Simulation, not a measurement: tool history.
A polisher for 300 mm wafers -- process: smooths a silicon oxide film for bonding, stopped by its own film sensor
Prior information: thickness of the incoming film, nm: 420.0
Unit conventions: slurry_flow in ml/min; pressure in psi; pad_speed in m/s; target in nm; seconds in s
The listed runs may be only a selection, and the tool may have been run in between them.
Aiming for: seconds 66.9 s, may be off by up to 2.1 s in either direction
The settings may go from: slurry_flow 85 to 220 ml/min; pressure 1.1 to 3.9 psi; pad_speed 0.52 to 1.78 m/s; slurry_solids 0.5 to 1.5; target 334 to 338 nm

{"run": 1, "day": 0.0, "slurry_flow": 140, "pressure": 2.5, "pad_speed": 1.14, "slurry_solids": 1, "target": 338, "seconds": 95.507}
{"run": 2, "day": 0.317, "slurry_flow": 165, "pressure": 2.5, "pad_speed": 1.14, "slurry_solids": 1, "target": 338, "seconds": 93.865}
{"run": 3, "day": 0.533, "slurry_flow": 135, "pressure": 2.5, "pad_speed": 1.14, "slurry_solids": 1, "target": 338, "seconds": 96.285}
{"run": 4, "day": 0.833, "slurry_flow": 140, "pressure": 2.8, "pad_speed": 1.14, "slurry_solids": 1, "target": 338, "seconds": 88.084}
{"run": 5, "day": 1.15, "slurry_flow": 145, "pressure": 3.1, "pad_speed": 1.14, "slurry_solids": 1, "target": 338, "seconds": 80.753}
{"run": 6, "day": 1.504, "slurry_flow": 125, "pressure": 3.1, "pad_speed": 1.14, "slurry_solids": 1, "target": 338, "seconds": 82.703}
{"run": 7, "day": 1.592, "slurry_flow": 135, "pressure": 3.3, "pad_speed": 1.14, "slurry_solids": 1, "target": 338, "seconds": 77.967}
{"run": 8, "day": 1.796, "slurry_flow": 140, "pressure": 3.5, "pad_speed": 1.14, "slurry_solids": 1, "target": 338, "seconds": 74.313}
{"run": 9, "day": 1.954, "slurry_flow": 140, "pressure": 3.6, "pad_speed": 1.14, "slurry_solids": 1, "target": 338, "seconds": 73.364}
{"run": 10, "day": 2.025, "slurry_flow": 140, "pressure": 3.7, "pad_speed": 1.16, "slurry_solids": 1, "target": 338, "seconds": 70.545}

Next run, 4 choices. One meets every target within its allowed miss, the rest don't. Which?
{"run": "A", "day": 2.096, "slurry_flow": 150, "pressure": 3.9, "pad_speed": 1.14, "slurry_solids": 1, "target": 338, "seconds": "?"}
{"run": "B", "day": 2.096, "slurry_flow": 110, "pressure": 3.4, "pad_speed": 1.46, "slurry_solids": 0.8, "target": 338, "seconds": "?"}
{"run": "C", "day": 2.096, "slurry_flow": 140, "pressure": 3.4, "pad_speed": 1.24, "slurry_solids": 1, "target": 335, "seconds": "?"}
{"run": "D", "day": 2.096, "slurry_flow": 115, "pressure": 3.2, "pad_speed": 1.16, "slurry_solids": 1.3, "target": 338, "seconds": "?"}

move=A seconds=67.669
move=B seconds=71.512
move=C seconds=73.576
move=D seconds=72.523
A: hits every target within its allowed miss
B: misses by more than the last run did
C: misses by more than the last run did
D: misses by more than the last run did
Correct choice: A, which meets every target
